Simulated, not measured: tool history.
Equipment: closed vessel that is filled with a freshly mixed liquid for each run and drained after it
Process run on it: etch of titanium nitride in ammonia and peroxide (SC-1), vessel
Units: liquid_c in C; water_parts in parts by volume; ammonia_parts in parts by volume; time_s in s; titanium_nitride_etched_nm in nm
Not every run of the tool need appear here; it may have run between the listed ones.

run  hour  liquid_c  water_parts  ammonia_parts  time_s  titanium_nitride_etched_nm
  1     0        52           13           0.65     120                       7.449
  2   5.8        52           13           0.65     120                      7.4207
  3  14.2        52           13           0.65     120                      7.4401
  4  17.6        52         15.5           0.65     120                       6.814
  5  24.6        52         15.5           0.75     120                       6.944
  6  27.3        52         18.5           0.75     120                      6.2395
  7    29        51         18.5           0.75     120                      5.8824

The next listed run, before its measurement:
  8    35        50         18.5           0.75     120                           ?

Run 8 produced titanium_nitride_etched_nm 5.4798 nm.
